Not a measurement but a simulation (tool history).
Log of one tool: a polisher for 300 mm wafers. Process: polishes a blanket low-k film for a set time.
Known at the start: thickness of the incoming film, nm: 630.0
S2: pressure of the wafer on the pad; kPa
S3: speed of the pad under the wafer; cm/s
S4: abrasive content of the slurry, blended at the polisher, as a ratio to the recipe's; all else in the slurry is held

{"run": 1, "hour": 0.0, "flow of slurry (ml/min)": 315, "S2": 16.5, "S3": 100, "S4": 1.0, "polishing time (s)": 67, "film removed (angstrom)": 230.92}
{"run": 2, "hour": 6.7, "flow of slurry (ml/min)": 315, "S2": 16.5, "S3": 100, "S4": 1.0, "polishing time (s)": 67, "film removed (angstrom)": 236.74}
{"run": 3, "hour": 12.9, "flow of slurry (ml/min)": 315, "S2": 16.5, "S3": 110, "S4": 1.0, "polishing time (s)": 67, "film removed (angstrom)": 245.96}
{"run": 4, "hour": 14.9, "flow of slurry (ml/min)": 315, "S2": 16.5, "S3": 120, "S4": 1.0, "polishing time (s)": 67, "film removed (angstrom)": 257.34}
{"run": 5, "hour": 16.6, "flow of slurry (ml/min)": 320, "S2": 19.3, "S3": 120, "S4": 1.0, "polishing time (s)": 67, "film removed (angstrom)": 301.75}
{"run": 6, "hour": 19.7, "flow of slurry (ml/min)": 320, "S2": 19.3, "S3": 120, "S4": 1.0, "polishing time (s)": 70, "film removed (angstrom)": 316.11}
{"run": 7, "hour": 26.9, "flow of slurry (ml/min)": 320, "S2": 21.4, "S3": 120, "S4": 1.0, "polishing time (s)": 70, "film removed (angstrom)": 345.76}
{"run": 8, "hour": 29.7, "flow of slurry (ml/min)": 325, "S2": 22.8, "S3": 120, "S4": 1.0, "polishing time (s)": 70, "film removed (angstrom)": 366.36}

The next listed run, before its measurement:
{"run": 9, "hour": 31.7, "flow of slurry (ml/min)": 325, "S2": 23.4, "S3": 122, "S4": 1.0, "polishing time (s)": 70, "film removed (angstrom)": "?"}

{"run 9": {"film removed (angstrom)": 384.11}}
